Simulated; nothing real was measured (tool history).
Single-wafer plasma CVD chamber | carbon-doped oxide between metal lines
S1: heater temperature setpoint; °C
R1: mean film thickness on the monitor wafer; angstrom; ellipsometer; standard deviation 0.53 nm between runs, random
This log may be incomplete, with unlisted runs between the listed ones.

run 1 day=0 | S1=335 chamber_pressure_(Pa)=804 RF_power_(kW)=0.43 deposition_time_(s)=22.6 | R1=1084.7
run 2 day=0.092 | S1=338 chamber_pressure_(Pa)=773 RF_power_(kW)=0.415 deposition_time_(s)=22.6 | R1=1047.2
run 3 day=0.425 | S1=338 chamber_pressure_(Pa)=773 RF_power_(kW)=0.465 deposition_time_(s)=22.6 | R1=1144.2
run 4 day=0.638 | S1=340 chamber_pressure_(Pa)=756 RF_power_(kW)=0.44 deposition_time_(s)=22.5 | R1=1083.1
run 5 day=0.992 | S1=340 chamber_pressure_(Pa)=756 RF_power_(kW)=0.495 deposition_time_(s)=22.5 | R1=1198.2
run 6 day=1.362 | S1=340 chamber_pressure_(Pa)=660 RF_power_(kW)=0.495 deposition_time_(s)=22.5 | R1=1158.2
run 7 day=1.492 | S1=341 chamber_pressure_(Pa)=619 RF_power_(kW)=0.475 deposition_time_(s)=22.4 | R1=1117.7

What will run 8 give?
run 8 day=1.529 | S1=342 chamber_pressure_(Pa)=593 RF_power_(kW)=0.455 deposition_time_(s)=22.3 | R1=?

R1: 1066.8 angstrom
